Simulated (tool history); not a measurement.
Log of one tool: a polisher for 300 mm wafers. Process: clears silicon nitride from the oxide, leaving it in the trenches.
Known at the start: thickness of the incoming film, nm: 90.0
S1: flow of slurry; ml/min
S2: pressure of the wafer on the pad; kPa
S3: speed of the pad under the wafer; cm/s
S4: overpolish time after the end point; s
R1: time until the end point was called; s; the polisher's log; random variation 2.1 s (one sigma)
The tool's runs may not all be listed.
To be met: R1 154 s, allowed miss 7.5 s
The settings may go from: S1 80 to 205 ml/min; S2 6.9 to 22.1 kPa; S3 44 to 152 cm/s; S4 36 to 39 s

run    day   S1    S2  S3  S4      R1
  1      0  135  14.5  98  36  107.06
  2  0.171  135  14.5  98  36  104.06
  3  0.438  135  14.5  98  39  106.82
  4  0.721  135  13.8  98  39  111.05
  5  0.996  135  13.1  98  39   119.4
  6  1.179  150  13.1  98  39  113.74
  7  1.546  145  12.4  98  39  121.09
  8  1.904  140  11.7  98  39  127.92
  9  1.992  140  11.7  98  39   130.2
 10  2.042  135  11.7  98  39  133.63

4 next moves are on the table. One of them brings every result within its allowed miss. Which?
  A  2.092   95  11.7   90  37   ?
  B  2.092  125  10.3   84  38   ?
  C  2.092  140  13.8   86  39   ?
  D  2.092  150  11.7  116  39   ?

move      R1
   A  149.43
   B  166.81
   C  121.46
   D  110.64
A: meets every target
B: takes the result that was furthest off past its target
C: further off than the last run
D: further off than the last run
The right move is A.
